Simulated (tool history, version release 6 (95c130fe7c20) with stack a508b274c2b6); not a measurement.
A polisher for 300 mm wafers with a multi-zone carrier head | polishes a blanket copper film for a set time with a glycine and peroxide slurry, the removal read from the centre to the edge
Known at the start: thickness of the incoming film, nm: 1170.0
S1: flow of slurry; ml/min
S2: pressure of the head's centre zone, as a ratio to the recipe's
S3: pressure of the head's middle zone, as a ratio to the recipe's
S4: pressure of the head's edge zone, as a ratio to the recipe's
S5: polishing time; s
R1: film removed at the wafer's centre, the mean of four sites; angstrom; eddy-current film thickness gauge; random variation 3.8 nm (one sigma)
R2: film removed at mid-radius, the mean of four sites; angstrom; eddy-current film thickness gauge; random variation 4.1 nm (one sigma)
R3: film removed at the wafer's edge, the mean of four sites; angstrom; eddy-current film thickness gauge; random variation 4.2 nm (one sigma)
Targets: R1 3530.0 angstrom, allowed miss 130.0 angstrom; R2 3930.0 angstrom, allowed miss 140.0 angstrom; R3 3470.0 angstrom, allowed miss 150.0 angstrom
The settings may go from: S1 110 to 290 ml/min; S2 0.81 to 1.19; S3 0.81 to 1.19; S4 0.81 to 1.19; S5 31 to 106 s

| run | hour | S1 | S2 | S3 | S4 | S5 | R1 | R2 | R3 |
|---|---|---|---|---|---|---|---|---|---|
| 1 | 0.0 | 185 | 1.00 | 1.00 | 1.00 | 68 | 3027.0 | 3053.4 | 3001.8 |
| 2 | 3.8 | 210 | 1.00 | 1.00 | 1.00 | 68 | 3073.9 | 3049.6 | 3080.2 |
| 3 | 9.9 | 210 | 1.08 | 1.00 | 1.00 | 68 | 3263.1 | 3127.4 | 3101.3 |
| 4 | 12.8 | 210 | 1.08 | 1.00 | 1.08 | 68 | 3370.9 | 3154.4 | 3304.1 |
| 5 | 20.7 | 210 | 1.08 | 1.00 | 1.08 | 54 | 2618.6 | 2468.9 | 2515.1 |
| 6 | 24.7 | 210 | 1.08 | 1.00 | 1.13 | 54 | 2618.5 | 2442.4 | 2570.2 |
| 7 | 28.2 | 250 | 1.06 | 1.10 | 1.13 | 73 | 3599.8 | 3683.1 | 3634.1 |
| 8 | 35.2 | 250 | 1.06 | 1.13 | 1.11 | 73 | 3628.3 | 3701.9 | 3523.8 |

5 next moves are on the table. One of them brings every result within its allowed miss. Which?
| A | 42.2 | 240 | 1.05 | 1.14 | 1.07 | 70 | ? | ? | ? |
| B | 42.2 | 225 | 1.07 | 1.07 | 1.11 | 75 | ? | ? | ? |
| C | 42.2 | 220 | 1.03 | 1.04 | 1.12 | 77 | ? | ? | ? |
| D | 42.2 | 245 | 1.06 | 1.04 | 1.19 | 72 | ? | ? | ? |
| E | 42.2 | 290 | 0.98 | 1.11 | 0.94 | 76 | ? | ? | ? |

| move | R1 | R2 | R3 |
|---|---|---|---|
| A | 3373.8 | 3580.4 | 3375.6 |
| B | 3647.7 | 3625.5 | 3663.6 |
| C | 3590.8 | 3633.5 | 3771.0 |
| D | 3511.4 | 3445.4 | 3677.8 |
| E | 3499.8 | 3895.4 | 3501.0 |
A: further off than the last run
B: further off than the last run
C: further off than the last run
D: further off than the last run
E: meets every target
Move E is the one to make.

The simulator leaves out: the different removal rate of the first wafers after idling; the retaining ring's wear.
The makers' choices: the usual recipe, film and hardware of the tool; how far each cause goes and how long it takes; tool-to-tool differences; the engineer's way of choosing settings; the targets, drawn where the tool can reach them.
